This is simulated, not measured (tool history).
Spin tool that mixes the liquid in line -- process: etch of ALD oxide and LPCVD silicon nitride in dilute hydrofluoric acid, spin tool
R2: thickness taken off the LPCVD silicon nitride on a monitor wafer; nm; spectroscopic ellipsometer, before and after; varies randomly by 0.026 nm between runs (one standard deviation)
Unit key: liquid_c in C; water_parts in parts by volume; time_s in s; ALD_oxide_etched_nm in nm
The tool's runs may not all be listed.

run 1 hour=0 | liquid_c=25 water_parts=110 time_s=40 | ALD_oxide_etched_nm=7.6659 R2=0.20232
run 2 hour=5.8 | liquid_c=24.5 water_parts=110 time_s=40 | ALD_oxide_etched_nm=7.5098 R2=0.13215
run 3 hour=14.4 | liquid_c=24.5 water_parts=110 time_s=50 | ALD_oxide_etched_nm=9.3639 R2=0.20493
run 4 hour=21.8 | liquid_c=24.5 water_parts=110 time_s=65 | ALD_oxide_etched_nm=12.246 R2=0.3809
run 5 hour=24 | liquid_c=23.5 water_parts=115 time_s=65 | ALD_oxide_etched_nm=11.249 R2=0.31923
run 6 hour=25.4 | liquid_c=22.5 water_parts=120 time_s=65 | ALD_oxide_etched_nm=10.292 R2=0.22421
run 7 hour=31.1 | liquid_c=22.5 water_parts=120 time_s=65 | ALD_oxide_etched_nm=10.275 R2=0.26952
run 8 hour=37.4 | liquid_c=22 water_parts=125 time_s=65 | ALD_oxide_etched_nm=9.6329 R2=0.24555
run 9 hour=39.3 | liquid_c=21.5 water_parts=130 time_s=65 | ALD_oxide_etched_nm=9.0523 R2=0.19959
run 10 hour=45.9 | liquid_c=21 water_parts=135 time_s=65 | ALD_oxide_etched_nm=8.496 R2=0.24844
run 11 hour=51.6 | liquid_c=20.5 water_parts=135 time_s=65 | ALD_oxide_etched_nm=8.2573 R2=0.21593

For run 12, what comes out?
run 12 hour=57 | liquid_c=20 water_parts=135 time_s=65 | ALD_oxide_etched_nm=? R2=?

{"run 12": {"ALD_oxide_etched_nm": 8.1472, "R2": 0.20386}}

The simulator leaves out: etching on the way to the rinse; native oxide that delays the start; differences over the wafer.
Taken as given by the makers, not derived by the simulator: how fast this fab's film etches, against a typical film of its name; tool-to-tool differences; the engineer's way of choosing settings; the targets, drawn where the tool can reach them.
